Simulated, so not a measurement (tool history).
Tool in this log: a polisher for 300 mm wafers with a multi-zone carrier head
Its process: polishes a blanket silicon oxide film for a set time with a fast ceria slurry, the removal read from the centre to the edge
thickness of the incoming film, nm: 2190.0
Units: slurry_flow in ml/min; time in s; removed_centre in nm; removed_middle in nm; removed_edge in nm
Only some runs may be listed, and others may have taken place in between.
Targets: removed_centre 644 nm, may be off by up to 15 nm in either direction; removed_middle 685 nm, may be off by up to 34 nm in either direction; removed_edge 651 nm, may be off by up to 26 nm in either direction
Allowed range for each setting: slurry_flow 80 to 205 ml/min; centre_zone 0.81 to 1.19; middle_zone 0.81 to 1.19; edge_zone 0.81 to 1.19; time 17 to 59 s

run	hour	slurry_flow	centre_zone	middle_zone	edge_zone	time	removed_centre	removed_middle	removed_edge
1	0	135	1	1	1	38	466	501.84	479.38
2	4.5	140	1.01	1.02	1.03	39	495.07	527.87	511.7
3	5.9	110	1.01	1.02	1.03	39	461.84	494.79	488.49
4	7.2	110	1.01	0.97	1.03	39	459.73	468.32	489.22
5	10.6	110	1.01	0.97	0.97	39	462.35	482.42	469.49
6	17	125	1.02	1.01	1.01	40	492.46	508.95	506.54
7	25.4	140	1.03	1.04	1.03	41	524.18	555.29	529.11
8	33.2	140	1.03	1.04	1.03	41	524.26	581.38	529.99

Pick the move, out of 5, that brings all results within their allowed miss; only one does.
A	41	125	0.96	1.17	0.96	35	?	?	?
B	41	145	1.05	1.12	0.95	46	?	?	?
C	41	120	1.05	1.05	1.05	51	?	?	?
D	41	150	1.01	1.08	1.09	48	?	?	?
E	41	145	1.03	0.95	1.14	47	?	?	?

move	removed_centre	removed_middle	removed_edge
A	405.76	507.23	423.54
B	605.45	664.11	567.85
C	637.57	666.19	640.84
D	612.75	676.48	637.13
E	606.27	590.01	636.16
A: lands further from the targets than the last run did
B: nearer the targets than the last run, but a result is still out of spec
C: every result within its allowed miss
D: nearer the targets than the last run, but a result is still out of spec
E: nearer the targets than the last run, but a result is still out of spec
The right move is C.
